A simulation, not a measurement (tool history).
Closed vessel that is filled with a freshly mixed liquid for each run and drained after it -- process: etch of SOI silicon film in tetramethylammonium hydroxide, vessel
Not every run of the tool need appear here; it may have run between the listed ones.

| run | day | temperature setpoint of the liquid (K) | concentration of hydroxide in the mixed liquid (% by weight) | time in the liquid (s) | thickness taken off the SOI silicon film on a monitor wafer (nm) |
|---|---|---|---|---|---|
| 1 | 0.000 | 342.15 | 10.5 | 30 | 176.36 |
| 2 | 0.312 | 347.15 | 10.5 | 30 | 236.20 |
| 3 | 0.467 | 347.15 | 9.0 | 30 | 249.25 |
| 4 | 0.642 | 346.15 | 9.0 | 30 | 237.39 |
| 5 | 0.779 | 345.15 | 9.0 | 30 | 221.99 |
| 6 | 1.058 | 350.15 | 9.0 | 30 | 296.45 |
| 7 | 1.175 | 348.65 | 9.0 | 30 | 268.19 |
| 8 | 1.312 | 342.15 | 9.5 | 30 | 183.26 |
| 9 | 1.350 | 341.65 | 9.5 | 30 | 178.95 |

Run 10 has not been measured yet. What should we expect?
| 10 | 1.462 | 341.65 | 9.5 | 30 | ? |

Run 10 gave thickness taken off the SOI silicon film on a monitor wafer (nm) 180.90.

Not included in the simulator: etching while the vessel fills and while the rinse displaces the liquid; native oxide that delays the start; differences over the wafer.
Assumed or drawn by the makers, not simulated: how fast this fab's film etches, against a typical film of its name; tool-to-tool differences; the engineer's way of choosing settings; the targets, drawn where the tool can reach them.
